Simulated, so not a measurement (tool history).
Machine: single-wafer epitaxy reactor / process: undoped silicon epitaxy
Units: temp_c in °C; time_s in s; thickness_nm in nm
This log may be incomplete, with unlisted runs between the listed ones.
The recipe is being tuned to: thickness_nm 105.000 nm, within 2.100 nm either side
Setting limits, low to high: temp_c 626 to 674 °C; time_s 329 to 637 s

run	hour	temp_c	time_s	thickness_nm
1	0.0	650	483	92.084
2	4.1	651	483	94.396
3	11.0	651	427	83.967
4	14.7	641	427	69.278
5	17.9	641	387	62.221
6	21.5	631	387	51.022
7	26.2	637	388	58.076
8	35.0	642	389	64.028
9	38.1	654	395	81.029
10	39.7	656	395	84.698
11	47.0	658	395	88.471
# hour 51.9: pyrometer calibrated
12	51.9	659	395	83.736
13	54.0	661	396	87.033
14	60.7	663	397	91.611
15	63.0	664	397	92.889
16	71.0	665	397	94.297
17	73.8	666	397	95.838
18	78.8	667	397	97.687
19	80.3	668	397	99.759
20	88.1	669	397	102.520

Which single option among these 5 for the next run brings every result within its allowed miss of target? Just one does.
A	95.9	674	349	?
B	95.9	665	420	?
C	95.9	664	452	?
D	95.9	668	395	?
E	95.9	660	461	?

move	thickness_nm
A	98.929
B	100.810
C	106.490
D	100.250
E	100.760
A: further off than the last run
B: further off than the last run
C: in spec on every target
D: further off than the last run
E: further off than the last run
Correct choice: C, which meets every target

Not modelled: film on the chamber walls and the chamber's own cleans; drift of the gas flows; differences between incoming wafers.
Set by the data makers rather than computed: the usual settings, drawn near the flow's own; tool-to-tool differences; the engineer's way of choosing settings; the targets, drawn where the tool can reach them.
